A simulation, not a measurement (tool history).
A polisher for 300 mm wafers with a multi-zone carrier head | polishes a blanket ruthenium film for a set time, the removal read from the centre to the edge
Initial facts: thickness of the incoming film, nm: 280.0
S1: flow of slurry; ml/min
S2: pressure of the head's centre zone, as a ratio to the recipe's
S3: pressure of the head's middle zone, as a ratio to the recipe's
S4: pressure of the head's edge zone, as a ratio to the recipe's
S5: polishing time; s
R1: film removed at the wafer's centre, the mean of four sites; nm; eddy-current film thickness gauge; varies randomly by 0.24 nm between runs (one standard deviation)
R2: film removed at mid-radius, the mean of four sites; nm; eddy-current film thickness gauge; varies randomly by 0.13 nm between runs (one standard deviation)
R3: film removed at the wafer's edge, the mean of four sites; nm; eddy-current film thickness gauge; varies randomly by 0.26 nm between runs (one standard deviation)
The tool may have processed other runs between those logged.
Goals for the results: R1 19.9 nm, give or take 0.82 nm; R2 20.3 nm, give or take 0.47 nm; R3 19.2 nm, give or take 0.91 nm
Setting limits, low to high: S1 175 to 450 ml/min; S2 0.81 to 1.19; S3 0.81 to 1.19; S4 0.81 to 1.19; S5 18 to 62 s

Run 1, hour 0: S1 290 ml/min, S2 1, S3 1, S4 1, S5 40 s. Result: R1 33.209 nm, R2 34.906 nm, R3 33.819 nm.
Run 2, hour 1.6: S1 250 ml/min, S2 1, S3 1, S4 1, S5 40 s. Result: R1 34.151 nm, R2 33.889 nm, R3 32.562 nm.
Run 3, hour 2.2: S1 235 ml/min, S2 0.96, S3 0.98, S4 0.96, S5 35 s. Result: R1 28.787 nm, R2 29.203 nm, R3 28.748 nm.
Run 4, hour 3: S1 235 ml/min, S2 0.96, S3 0.98, S4 1.04, S5 35 s. Result: R1 28.092 nm, R2 29.158 nm, R3 29.123 nm.
Run 5, hour 8.8: S1 220 ml/min, S2 0.96, S3 0.99, S4 1.02, S5 31 s. Result: R1 24.278 nm, R2 25.702 nm, R3 25.064 nm.
Run 6, hour 11.2: S1 210 ml/min, S2 0.97, S3 0.99, S4 1.01, S5 29 s. Result: R1 23.176 nm, R2 24.181 nm, R3 23.792 nm.
Run 7, hour 12.6: S1 200 ml/min, S2 0.98, S3 1, S4 1, S5 27 s. Result: R1 21.598 nm, R2 22.679 nm, R3 21.954 nm.
Run 8, hour 19.5: S1 185 ml/min, S2 0.97, S3 0.94, S4 0.9, S5 25 s. Result: R1 19.604 nm, R2 19.396 nm, R3 19.324 nm.

4 next moves are on the table. One of them brings every result within its allowed miss. Which?
Run A, hour 26.4: S1 175 ml/min, S2 0.98, S3 0.98, S4 0.89, S5 25 s. Result: R1 ?, R2 ?, R3 ?.
Run B, hour 26.4: S1 180 ml/min, S2 0.96, S3 0.82, S4 0.81, S5 29 s. Result: R1 ?, R2 ?, R3 ?.
Run C, hour 26.4: S1 215 ml/min, S2 0.93, S3 0.92, S4 0.96, S5 26 s. Result: R1 ?, R2 ?, R3 ?.
Run D, hour 26.4: S1 190 ml/min, S2 0.94, S3 0.93, S4 0.86, S5 25 s. Result: R1 ?, R2 ?, R3 ?.

move      R1      R2      R3
   A  20.093  20.327  19.074
   B  22.885  20.409  21.475
   C  20.314  20.506  20.779
   D  19.459  19.639  18.975
A: each result inside its tolerance
B: the worst result of the last run now meets its target, but another is out of spec
C: the worst result of the last run now meets its target, but another is out of spec
D: better than the last run, though not everything is in spec
A meets every target.
